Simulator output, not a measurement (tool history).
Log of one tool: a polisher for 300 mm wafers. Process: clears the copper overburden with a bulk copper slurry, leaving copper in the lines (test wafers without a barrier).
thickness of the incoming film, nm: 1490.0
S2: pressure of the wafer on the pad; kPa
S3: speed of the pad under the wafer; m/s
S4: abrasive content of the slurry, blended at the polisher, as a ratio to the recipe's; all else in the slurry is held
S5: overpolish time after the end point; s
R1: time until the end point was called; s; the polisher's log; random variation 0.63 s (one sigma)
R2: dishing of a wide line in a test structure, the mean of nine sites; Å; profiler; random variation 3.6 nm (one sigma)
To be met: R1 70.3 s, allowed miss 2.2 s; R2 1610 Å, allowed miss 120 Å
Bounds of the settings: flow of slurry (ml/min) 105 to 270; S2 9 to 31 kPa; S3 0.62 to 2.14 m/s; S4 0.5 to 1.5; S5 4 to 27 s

{"run": 1, "day": 0.0, "flow of slurry (ml/min)": 175, "S2": 20, "S3": 1.38, "S4": 1, "S5": 14, "R1": 111.29, "R2": 1048.7}
{"run": 2, "day": 0.188, "flow of slurry (ml/min)": 175, "S2": 20, "S3": 1.22, "S4": 1, "S5": 14, "R1": 122.85, "R2": 960.18}
{"run": 3, "day": 0.354, "flow of slurry (ml/min)": 175, "S2": 20, "S3": 1.22, "S4": 1, "S5": 18, "R1": 125.09, "R2": 1187.7}
{"run": 4, "day": 0.729, "flow of slurry (ml/min)": 175, "S2": 20, "S3": 1.22, "S4": 1, "S5": 15, "R1": 123.94, "R2": 1019.6}
{"run": 5, "day": 0.842, "flow of slurry (ml/min)": 180, "S2": 22.1, "S3": 1.22, "S4": 1, "S5": 15, "R1": 114.11, "R2": 1154.3}
{"run": 6, "day": 1.183, "flow of slurry (ml/min)": 180, "S2": 23.4, "S3": 1.24, "S4": 1, "S5": 14, "R1": 104.46, "R2": 1119.7}
{"run": 7, "day": 1.262, "flow of slurry (ml/min)": 180, "S2": 24.8, "S3": 1.26, "S4": 1, "S5": 14, "R1": 100.54, "R2": 1174.6}
{"run": 8, "day": 1.296, "flow of slurry (ml/min)": 185, "S2": 26.2, "S3": 1.28, "S4": 1, "S5": 14, "R1": 93.919, "R2": 1236.8}
{"run": 9, "day": 1.662, "flow of slurry (ml/min)": 185, "S2": 26.9, "S3": 1.3, "S4": 1, "S5": 14, "R1": 89.189, "R2": 1244.9}
{"run": 10, "day": 1.721, "flow of slurry (ml/min)": 185, "S2": 27.6, "S3": 1.32, "S4": 1, "S5": 14, "R1": 87.252, "R2": 1247.9}
{"run": 11, "day": 1.804, "flow of slurry (ml/min)": 190, "S2": 28.3, "S3": 1.34, "S4": 1, "S5": 15, "R1": 84.593, "R2": 1339}
{"run": 12, "day": 2.179, "flow of slurry (ml/min)": 190, "S2": 29, "S3": 1.36, "S4": 1, "S5": 15, "R1": 81.34, "R2": 1404.1}
{"run": 13, "day": 2.412, "flow of slurry (ml/min)": 190, "S2": 29.6, "S3": 1.38, "S4": 1, "S5": 15, "R1": 79.604, "R2": 1396.5}

Which of these 4 next moves meets every target?
{"run": "A", "day": 2.646, "flow of slurry (ml/min)": 170, "S2": 29.6, "S3": 1.34, "S4": 0.9, "S5": 18, "R1": "?", "R2": "?"}
{"run": "B", "day": 2.646, "flow of slurry (ml/min)": 115, "S2": 29.6, "S3": 1.82, "S4": 0.95, "S5": 20, "R1": "?", "R2": "?"}
{"run": "C", "day": 2.646, "flow of slurry (ml/min)": 230, "S2": 31, "S3": 1.24, "S4": 0.8, "S5": 20, "R1": "?", "R2": "?"}
{"run": "D", "day": 2.646, "flow of slurry (ml/min)": 180, "S2": 29.6, "S3": 1.54, "S4": 1.05, "S5": 11, "R1": "?", "R2": "?"}

move=A R1=83.926 R2=1480.3
move=B R1=71.007 R2=1634.9
move=C R1=83.294 R2=1560.6
move=D R1=72.748 R2=1248
A: further off than the last run
B: meets every target
C: further off than the last run
D: nearer than the last run, and not there yet
Move B is the one to make.
